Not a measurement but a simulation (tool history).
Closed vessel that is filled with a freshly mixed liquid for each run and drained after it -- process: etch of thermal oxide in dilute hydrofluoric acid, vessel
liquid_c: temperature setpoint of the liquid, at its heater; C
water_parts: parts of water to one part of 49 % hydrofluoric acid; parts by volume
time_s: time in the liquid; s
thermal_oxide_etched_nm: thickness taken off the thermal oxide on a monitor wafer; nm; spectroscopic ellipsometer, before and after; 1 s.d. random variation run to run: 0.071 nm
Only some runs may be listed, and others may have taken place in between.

{"run": 1, "day": 0.0, "liquid_c": 23, "water_parts": 125, "time_s": 525, "thermal_oxide_etched_nm": 18.057}
{"run": 2, "day": 0.358, "liquid_c": 22, "water_parts": 125, "time_s": 525, "thermal_oxide_etched_nm": 17.366}
{"run": 3, "day": 0.546, "liquid_c": 22, "water_parts": 125, "time_s": 525, "thermal_oxide_etched_nm": 17.373}
{"run": 4, "day": 0.733, "liquid_c": 22, "water_parts": 145, "time_s": 525, "thermal_oxide_etched_nm": 14.675}
{"run": 5, "day": 1.117, "liquid_c": 22, "water_parts": 145, "time_s": 560, "thermal_oxide_etched_nm": 15.693}
{"run": 6, "day": 1.429, "liquid_c": 24, "water_parts": 145, "time_s": 560, "thermal_oxide_etched_nm": 16.899}
{"run": 7, "day": 1.817, "liquid_c": 23, "water_parts": 145, "time_s": 560, "thermal_oxide_etched_nm": 16.198}

Run 8 has not been measured yet. What should we expect?
{"run": 8, "day": 2.133, "liquid_c": 22, "water_parts": 145, "time_s": 560, "thermal_oxide_etched_nm": "?"}

Run 8 gave thermal_oxide_etched_nm 15.728 nm.
